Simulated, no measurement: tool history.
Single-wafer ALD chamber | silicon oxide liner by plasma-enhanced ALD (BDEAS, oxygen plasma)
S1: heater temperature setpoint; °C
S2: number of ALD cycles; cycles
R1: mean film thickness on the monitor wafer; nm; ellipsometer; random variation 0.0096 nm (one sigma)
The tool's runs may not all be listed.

run 1 day=0 | S1=320 S2=61 | R1=5.6367
run 2 day=0.354 | S1=320 S2=65 | R1=5.9949
run 3 day=0.425 | S1=321 S2=60 | R1=5.5202
run 4 day=0.504 | S1=321 S2=67 | R1=6.1839
run 5 day=0.588 | S1=321 S2=75 | R1=6.9117
run 6 day=0.938 | S1=322 S2=66 | R1=6.0568
run 7 day=1.067 | S1=325 S2=56 | R1=5.1229

The next listed run, before its measurement:
run 8 day=1.25 | S1=326 S2=54 | R1=?

R1: 4.9468 nm
